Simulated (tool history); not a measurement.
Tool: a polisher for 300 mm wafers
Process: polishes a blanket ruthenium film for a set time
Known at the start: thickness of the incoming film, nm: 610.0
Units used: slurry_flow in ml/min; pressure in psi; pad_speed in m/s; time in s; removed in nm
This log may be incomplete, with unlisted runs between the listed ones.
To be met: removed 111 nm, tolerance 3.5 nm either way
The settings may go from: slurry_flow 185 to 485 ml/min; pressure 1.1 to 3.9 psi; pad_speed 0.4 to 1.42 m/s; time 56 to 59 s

run 1 hour=0 | slurry_flow=310 pressure=2.5 pad_speed=0.9 time=56 | removed=72.039
run 2 hour=1.5 | slurry_flow=310 pressure=2.8 pad_speed=0.9 time=56 | removed=81.195
run 3 hour=6.8 | slurry_flow=310 pressure=3 pad_speed=0.9 time=56 | removed=83.569
run 4 hour=14.3 | slurry_flow=310 pressure=3 pad_speed=0.72 time=56 | removed=68.468
run 5 hour=18.4 | slurry_flow=310 pressure=3.3 pad_speed=0.76 time=56 | removed=78.738
run 6 hour=26.6 | slurry_flow=355 pressure=3.3 pad_speed=0.76 time=56 | removed=79.557
run 7 hour=28.8 | slurry_flow=355 pressure=3.5 pad_speed=0.8 time=56 | removed=87.865
run 8 hour=31.4 | slurry_flow=355 pressure=3.5 pad_speed=0.8 time=56 | removed=87.226
run 9 hour=32.2 | slurry_flow=355 pressure=3.6 pad_speed=0.84 time=56 | removed=94.428
run 10 hour=32.9 | slurry_flow=355 pressure=3.6 pad_speed=0.84 time=56 | removed=93.701
run 11 hour=35.1 | slurry_flow=355 pressure=3.6 pad_speed=0.84 time=56 | removed=93.919
run 12 hour=43.1 | slurry_flow=355 pressure=3.7 pad_speed=0.86 time=56 | removed=98.797
run 13 hour=49.6 | slurry_flow=355 pressure=3.8 pad_speed=0.88 time=56 | removed=103.3
run 14 hour=56.7 | slurry_flow=355 pressure=3.8 pad_speed=0.9 time=56 | removed=104.98

Exercise: of the 5 proposed moves below, exactly one satisfies all targets within the stated allowed misses. Which move is it?
run A hour=63.8 | slurry_flow=340 pressure=3.7 pad_speed=0.82 time=56 | removed=?
run B hour=63.8 | slurry_flow=280 pressure=3.7 pad_speed=0.94 time=56 | removed=?
run C hour=63.8 | slurry_flow=425 pressure=3.9 pad_speed=0.86 time=59 | removed=?
run D hour=63.8 | slurry_flow=205 pressure=3.8 pad_speed=1 time=59 | removed=?
run E hour=63.8 | slurry_flow=375 pressure=3.7 pad_speed=0.86 time=56 | removed=?

move=A removed=92.854
move=B removed=103.68
move=C removed=108.53
move=D removed=115.3
move=E removed=97.584
A: the biggest miss grows against the last run
B: the biggest miss grows against the last run
C: hits every target within its allowed miss
D: pushes the last run's worst result past its target
E: the biggest miss grows against the last run
C is the move that brings every result within its allowed miss.
